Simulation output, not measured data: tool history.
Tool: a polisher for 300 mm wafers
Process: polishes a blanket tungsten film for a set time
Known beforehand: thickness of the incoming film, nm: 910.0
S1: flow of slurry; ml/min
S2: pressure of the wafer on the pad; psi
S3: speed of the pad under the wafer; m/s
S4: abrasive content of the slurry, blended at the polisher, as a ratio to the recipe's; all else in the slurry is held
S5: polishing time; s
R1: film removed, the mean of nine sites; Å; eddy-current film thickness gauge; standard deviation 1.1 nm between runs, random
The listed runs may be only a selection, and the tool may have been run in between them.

run	hour	S1	S2	S3	S4	S5	R1
1	0.0	135	2.3	0.94	1.0	49	1448.0
2	6.7	135	2.3	0.94	1.0	43	1256.8
3	9.8	140	2.4	0.94	1.0	43	1333.1
4	11.9	140	2.5	0.94	1.0	43	1385.1
5	19.8	160	2.5	0.94	1.0	43	1411.6
6	23.6	175	2.5	0.94	1.0	43	1437.4

Expected results for the next run?
7	26.7	175	2.6	0.94	1.0	43	?

R1: 1500.1 Å
